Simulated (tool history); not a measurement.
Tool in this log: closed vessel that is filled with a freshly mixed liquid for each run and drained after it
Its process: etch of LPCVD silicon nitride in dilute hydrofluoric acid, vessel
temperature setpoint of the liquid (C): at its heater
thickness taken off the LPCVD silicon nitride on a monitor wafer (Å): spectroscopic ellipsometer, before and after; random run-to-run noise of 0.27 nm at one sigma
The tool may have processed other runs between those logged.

| run | hour | temperature setpoint of the liquid (C) | parts of water to one part of 49 % hydrofluoric acid (parts by volume) | time in the liquid (s) | thickness taken off the LPCVD silicon nitride on a monitor wafer (Å) |
|---|---|---|---|---|---|
| 1 | 0 | 22 | 40 | 1930 | 178.07 |
| 2 | 3.3 | 24.5 | 35 | 1935 | 242.21 |
| 3 | 8.2 | 24.5 | 35 | 1930 | 245.67 |
| 4 | 15.2 | 26 | 30 | 1930 | 310.75 |
| 5 | 20.7 | 27 | 30 | 1930 | 333.22 |
| 6 | 25.4 | 30 | 30 | 1930 | 404.16 |
| 7 | 28.7 | 30 | 25 | 1930 | 482.32 |
| 8 | 33.8 | 30 | 25 | 1930 | 490.81 |

Estimate the outcome of run 9 from the log above:
| 9 | 38.7 | 30 | 25 | 1980 | ? |

thickness taken off the LPCVD silicon nitride on a monitor wafer (Å): 497.24
